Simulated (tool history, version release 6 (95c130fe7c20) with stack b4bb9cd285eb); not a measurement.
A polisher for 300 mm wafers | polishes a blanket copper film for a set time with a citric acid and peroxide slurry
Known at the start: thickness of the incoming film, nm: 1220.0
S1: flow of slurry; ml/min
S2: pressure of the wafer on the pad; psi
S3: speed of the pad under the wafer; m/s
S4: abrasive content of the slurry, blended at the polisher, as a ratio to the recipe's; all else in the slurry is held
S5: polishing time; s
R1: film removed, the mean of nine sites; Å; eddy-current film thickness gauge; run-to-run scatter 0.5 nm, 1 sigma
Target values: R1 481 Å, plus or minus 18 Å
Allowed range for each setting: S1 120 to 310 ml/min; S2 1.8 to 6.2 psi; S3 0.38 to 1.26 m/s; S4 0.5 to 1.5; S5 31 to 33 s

run  hour   S1   S2    S3  S4  S5      R1
  1     0  200    4  0.82   1  33  752.52
  2   3.3  200  3.5  0.82   1  33  672.37
  3     6  200  3.5  0.96   1  33  768.91
  4  13.4  200    3  0.94   1  33  649.49
  5  19.4  235    3  0.94   1  33  664.86
  6  21.4  235    3  0.94   1  31  628.51
  7  22.5  235  2.7  0.94   1  31  566.99
  8  25.5  235  2.5  0.94   1  31  535.45
  9  31.2  235  2.4  0.94   1  31  512.95
 10  37.3  230  2.1  0.94   1  31  456.75
 11    43  235  2.1  0.94   1  31  452.14
 12    44  240  2.1  0.94   1  31  450.55

Consider the 5 candidate settings below. Which is the only one whose results all fall within their allowed miss of target?
  A    45  250  1.8  1.12  0.95  33   ?
  B    45  260  1.9  0.98   1.1  31   ?
  C    45  205  2.4   0.8  1.05  31   ?
  D    45  255    2  0.92     1  33   ?
  E    45  250  2.3  1.06   0.9  31   ?

move      R1
   A  487.17
   B  448.37
   C  444.28
   D  457.56
   E  534.08
A: every result lands within tolerance
B: the biggest miss grows against the last run
C: the biggest miss grows against the last run
D: an improvement on the last run, though not all results are within tolerance
E: moves the result that the last run missed by most past its target, out the other side
The right move is A.
